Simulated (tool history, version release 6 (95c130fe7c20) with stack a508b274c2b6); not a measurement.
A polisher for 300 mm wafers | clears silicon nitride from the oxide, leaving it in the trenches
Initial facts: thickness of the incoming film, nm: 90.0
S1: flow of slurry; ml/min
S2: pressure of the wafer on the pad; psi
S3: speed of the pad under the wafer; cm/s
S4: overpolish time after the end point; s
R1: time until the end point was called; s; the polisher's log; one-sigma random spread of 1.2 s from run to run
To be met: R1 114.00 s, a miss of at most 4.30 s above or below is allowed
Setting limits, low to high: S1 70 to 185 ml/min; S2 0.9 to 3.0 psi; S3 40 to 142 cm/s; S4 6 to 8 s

run	day	S1	S2	S3	S4	R1
1	0.000	120	1.9	90	8	171.40
2	0.212	125	2.0	90	8	161.00
3	0.342	125	2.0	90	8	165.67
4	0.646	125	2.1	90	8	159.91
5	0.708	125	2.2	90	8	154.39
6	0.892	125	2.3	90	8	147.31
7	1.208	125	2.4	90	8	141.94
8	1.479	125	2.5	90	8	138.07

Consider the 5 candidate settings below. Which is the only one whose results all fall within their allowed miss of target?
A	1.750	130	2.8	76	8	?
B	1.750	150	2.4	76	6	?
C	1.750	115	2.4	104	8	?
D	1.750	130	2.4	102	8	?
E	1.750	115	2.6	108	6	?

move	R1
A	145.75
B	163.36
C	127.34
D	127.54
E	114.87
A: its largest miss is bigger than the last run's
B: its largest miss is bigger than the last run's
C: nearer the targets than the last run, but a result is still out of spec
D: nearer the targets than the last run, but a result is still out of spec
E: meets every target
E is the move that brings every result within its allowed miss.

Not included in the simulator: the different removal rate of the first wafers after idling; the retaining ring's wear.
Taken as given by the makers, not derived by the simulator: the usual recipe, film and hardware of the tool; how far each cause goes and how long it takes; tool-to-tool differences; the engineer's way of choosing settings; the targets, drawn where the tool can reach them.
